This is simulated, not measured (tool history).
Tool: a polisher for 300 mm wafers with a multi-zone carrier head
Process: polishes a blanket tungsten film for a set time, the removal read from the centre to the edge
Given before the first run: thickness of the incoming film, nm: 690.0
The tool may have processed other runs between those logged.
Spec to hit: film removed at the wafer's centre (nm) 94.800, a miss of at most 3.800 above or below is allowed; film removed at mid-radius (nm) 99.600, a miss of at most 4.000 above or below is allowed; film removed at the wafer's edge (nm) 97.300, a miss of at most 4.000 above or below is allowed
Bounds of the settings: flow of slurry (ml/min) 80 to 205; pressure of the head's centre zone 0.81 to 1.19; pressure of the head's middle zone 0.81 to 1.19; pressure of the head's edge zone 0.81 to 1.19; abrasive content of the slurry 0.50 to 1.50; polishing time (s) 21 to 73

run,day,flow of slurry (ml/min),pressure of the head's centre zone,pressure of the head's middle zone,pressure of the head's edge zone,abrasive content of the slurry,polishing time (s),film removed at the wafer's centre (nm),film removed at mid-radius (nm),film removed at the wafer's edge (nm)
1,0.000,135,1.00,1.00,1.00,1.00,47,181.070,188.530,188.140
2,0.088,135,1.00,1.08,1.00,1.00,47,182.180,193.620,188.180
3,0.188,135,1.00,1.08,1.00,1.10,47,189.300,200.640,194.690
4,0.554,130,1.00,1.07,0.99,1.05,45,174.380,184.980,178.140
5,0.921,125,1.00,1.05,0.98,1.00,44,168.810,177.320,170.910
6,1.112,120,1.00,1.04,0.98,0.95,42,158.600,163.890,161.870
7,1.400,120,0.99,1.04,0.97,0.90,40,145.930,155.860,147.430
8,1.504,115,0.99,1.03,0.97,0.85,39,136.830,144.790,142.690
9,1.662,115,0.99,1.02,0.96,0.80,38,134.200,139.810,139.600
10,1.771,115,0.99,1.02,0.95,0.75,37,128.010,134.530,131.070
11,1.800,115,0.99,1.01,0.94,0.70,36,125.730,126.740,125.300
12,2.067,115,0.98,1.01,0.93,0.70,35,116.180,124.670,123.080
13,2.158,115,0.98,1.01,0.92,0.70,35,116.680,124.640,121.620
14,2.254,115,0.98,1.01,0.91,0.70,35,116.060,125.480,119.420
15,2.396,105,0.95,0.92,0.83,0.50,29,85.001,87.726,86.657

Consider the 5 candidate settings below. Which is the only one whose results all fall within their allowed miss of target?
A,2.538,95,0.99,0.93,0.82,0.50,25,?,?,?
B,2.538,105,0.89,1.00,0.81,0.55,25,?,?,?
C,2.538,80,0.89,0.95,0.81,0.50,35,?,?,?
D,2.538,105,0.93,0.93,0.81,0.55,32,?,?,?
E,2.538,115,0.85,0.97,0.88,0.50,31,?,?,?

move,film removed at the wafer's centre (nm),film removed at mid-radius (nm),film removed at the wafer's edge (nm)
A,76.159,73.868,72.831
B,72.289,81.800,75.421
C,89.603,99.162,97.666
D,96.684,99.472,96.614
E,86.102,99.564,96.506
A: its largest miss is bigger than the last run's
B: its largest miss is bigger than the last run's
C: puts the biggest miss on target and leaves a different result outside tolerance
D: meets every target
E: puts the biggest miss on target and leaves a different result outside tolerance
Go with D: it meets all targets.

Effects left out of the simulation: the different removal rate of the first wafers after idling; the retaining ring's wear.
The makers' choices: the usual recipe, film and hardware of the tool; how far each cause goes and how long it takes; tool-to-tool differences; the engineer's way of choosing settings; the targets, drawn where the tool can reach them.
